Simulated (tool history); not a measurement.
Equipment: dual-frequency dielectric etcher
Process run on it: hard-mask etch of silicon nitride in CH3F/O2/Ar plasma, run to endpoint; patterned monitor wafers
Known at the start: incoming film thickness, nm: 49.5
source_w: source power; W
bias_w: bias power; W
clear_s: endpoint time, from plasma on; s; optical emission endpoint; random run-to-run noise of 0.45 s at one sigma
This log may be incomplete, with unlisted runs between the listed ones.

run,hour,source_w,bias_w,clear_s
1,0,350,80,73.162
2,4.3,310,80,75.842
3,4.9,310,71,78.301
4,8.9,340,71,76.76
5,11.4,300,71,79.979
6,16.4,300,57,86.584
7,22.2,320,60,83.415
# hour 28.3: bias power generator calibrated
8,28.3,340,63,78.919

Run 9, settings as shown, results not yet in. Your forecast:
9,32.2,410,69,?

Run 9 gave clear_s 72.294 s.
